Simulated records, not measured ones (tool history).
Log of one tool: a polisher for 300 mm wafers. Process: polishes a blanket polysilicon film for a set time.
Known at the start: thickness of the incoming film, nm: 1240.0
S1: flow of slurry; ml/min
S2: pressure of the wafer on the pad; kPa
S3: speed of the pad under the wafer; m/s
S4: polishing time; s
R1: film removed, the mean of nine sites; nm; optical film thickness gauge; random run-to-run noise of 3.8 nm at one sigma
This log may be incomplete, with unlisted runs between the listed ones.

run,hour,S1,S2,S3,S4,R1
1,0,170,11.7,1.22,56,352.25
2,3.4,170,11.7,1.48,56,431.85
3,11.9,170,14.5,1.48,56,513.17
4,17,170,13.8,1.46,56,502.08
5,20,195,13.8,1.46,56,503.38
6,20.7,195,13.1,1.46,56,484.59
7,21.3,190,12.4,1.46,56,455.66
8,23.4,190,11.7,1.46,56,427.45
9,29.5,190,11,1.46,56,393.27

Run 10 comes next. What will it give?
10,35,190,11,1.46,56,?

{"run 10": {"R1": 397.79}}

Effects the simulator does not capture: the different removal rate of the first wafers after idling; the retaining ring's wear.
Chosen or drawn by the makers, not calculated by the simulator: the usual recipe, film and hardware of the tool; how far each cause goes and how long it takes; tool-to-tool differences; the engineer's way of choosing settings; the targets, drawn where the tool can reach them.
